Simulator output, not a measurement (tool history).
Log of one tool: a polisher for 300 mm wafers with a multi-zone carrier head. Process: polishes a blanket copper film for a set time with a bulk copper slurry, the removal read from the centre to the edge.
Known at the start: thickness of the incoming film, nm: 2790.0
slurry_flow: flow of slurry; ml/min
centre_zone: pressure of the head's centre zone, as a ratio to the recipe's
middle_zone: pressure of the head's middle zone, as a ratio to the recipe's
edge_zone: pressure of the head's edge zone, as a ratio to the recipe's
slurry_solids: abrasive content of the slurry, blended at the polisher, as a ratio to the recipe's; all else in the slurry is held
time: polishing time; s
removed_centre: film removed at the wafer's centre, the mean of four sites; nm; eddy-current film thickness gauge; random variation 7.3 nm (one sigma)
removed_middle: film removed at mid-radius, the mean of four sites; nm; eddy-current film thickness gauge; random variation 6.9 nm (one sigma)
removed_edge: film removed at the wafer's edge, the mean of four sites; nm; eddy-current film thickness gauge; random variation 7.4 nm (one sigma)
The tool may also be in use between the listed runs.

| run | hour | slurry_flow | centre_zone | middle_zone | edge_zone | slurry_solids | time | removed_centre | removed_middle | removed_edge |
|---|---|---|---|---|---|---|---|---|---|---|
| 1 | 0.0 | 135 | 1.00 | 1.00 | 1.00 | 1.00 | 59 | 481.18 | 474.13 | 498.43 |
| 2 | 3.0 | 135 | 0.94 | 1.00 | 1.00 | 1.00 | 59 | 452.87 | 474.25 | 489.32 |
| 3 | 5.6 | 135 | 0.94 | 1.00 | 1.00 | 0.90 | 59 | 450.12 | 469.32 | 477.78 |
| 4 | 10.1 | 150 | 1.00 | 1.05 | 1.03 | 1.10 | 63 | 550.55 | 555.07 | 556.36 |
| 5 | 18.3 | 175 | 1.00 | 1.05 | 1.03 | 1.10 | 63 | 556.54 | 563.71 | 569.63 |
| 6 | 23.5 | 180 | 1.01 | 1.08 | 1.07 | 1.25 | 65 | 606.44 | 618.12 | 609.55 |
| 7 | 32.4 | 185 | 1.01 | 1.08 | 1.10 | 1.35 | 68 | 643.18 | 669.56 | 672.20 |

Run 8 comes next. What will it give?
| 8 | 38.4 | 195 | 1.10 | 1.12 | 1.17 | 1.50 | 72 | ? | ? | ? |

{"run 8": {"removed_centre": 765.61, "removed_middle": 758.41, "removed_edge": 754.83}}
